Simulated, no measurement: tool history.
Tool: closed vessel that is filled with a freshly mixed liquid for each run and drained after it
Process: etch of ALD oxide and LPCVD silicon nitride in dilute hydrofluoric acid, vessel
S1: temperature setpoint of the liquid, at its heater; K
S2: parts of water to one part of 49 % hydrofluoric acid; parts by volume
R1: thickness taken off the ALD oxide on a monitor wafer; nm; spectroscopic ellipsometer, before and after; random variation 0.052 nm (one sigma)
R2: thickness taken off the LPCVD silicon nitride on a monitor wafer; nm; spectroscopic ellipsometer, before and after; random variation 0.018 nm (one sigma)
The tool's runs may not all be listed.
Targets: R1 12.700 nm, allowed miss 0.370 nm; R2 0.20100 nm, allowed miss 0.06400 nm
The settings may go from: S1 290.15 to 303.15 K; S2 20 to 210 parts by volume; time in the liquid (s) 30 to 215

run 1 hour=0.0 | S1=295.15 S2=115 time_in_the_liquid_(s)=110 | R1=23.311 R2=0.36090
run 2 hour=1.4 | S1=292.65 S2=115 time_in_the_liquid_(s)=110 | R1=21.096 R2=0.32604
run 3 hour=7.5 | S1=292.65 S2=115 time_in_the_liquid_(s)=80 | R1=15.261 R2=0.16489
run 4 hour=12.9 | S1=292.65 S2=85 time_in_the_liquid_(s)=80 | R1=21.460 R2=0.29207
run 5 hour=21.6 | S1=290.15 S2=85 time_in_the_liquid_(s)=80 | R1=19.326 R2=0.22158
run 6 hour=25.5 | S1=290.15 S2=85 time_in_the_liquid_(s)=110 | R1=26.744 R2=0.35171
run 7 hour=27.8 | S1=290.15 S2=135 time_in_the_liquid_(s)=110 | R1=15.823 R2=0.21548
run 8 hour=34.7 | S1=290.15 S2=140 time_in_the_liquid_(s)=110 | R1=15.097 R2=0.21471
-- hour=36.2 hydrofluoric acid flow meter replaced
run 9 hour=36.2 | S1=290.15 S2=150 time_in_the_liquid_(s)=110 | R1=16.007 R2=0.20050
run 10 hour=45.0 | S1=290.65 S2=155 time_in_the_liquid_(s)=110 | R1=15.594 R2=0.20481
run 11 hour=50.2 | S1=290.65 S2=160 time_in_the_liquid_(s)=110 | R1=15.086 R2=0.23034
run 12 hour=59.0 | S1=290.65 S2=165 time_in_the_liquid_(s)=110 | R1=14.599 R2=0.18198
run 13 hour=60.0 | S1=290.65 S2=170 time_in_the_liquid_(s)=110 | R1=14.098 R2=0.22626
run 14 hour=64.9 | S1=290.15 S2=175 time_in_the_liquid_(s)=110 | R1=13.290 R2=0.16693

Which of these 4 next moves meets every target?
run A hour=69.8 | S1=293.15 S2=190 time_in_the_liquid_(s)=110 | R1=? R2=?
run B hour=69.8 | S1=294.65 S2=210 time_in_the_liquid_(s)=110 | R1=? R2=?
run C hour=69.8 | S1=294.65 S2=205 time_in_the_liquid_(s)=115 | R1=? R2=?
run D hour=69.8 | S1=290.65 S2=110 time_in_the_liquid_(s)=65 | R1=? R2=?

move=A R1=13.606 R2=0.18672
move=B R1=12.781 R2=0.18676
move=C R1=13.757 R2=0.19990
move=D R1=13.615 R2=0.15833
A: further off than the last run
B: meets every target
C: further off than the last run
D: further off than the last run
Move B is the one to make.
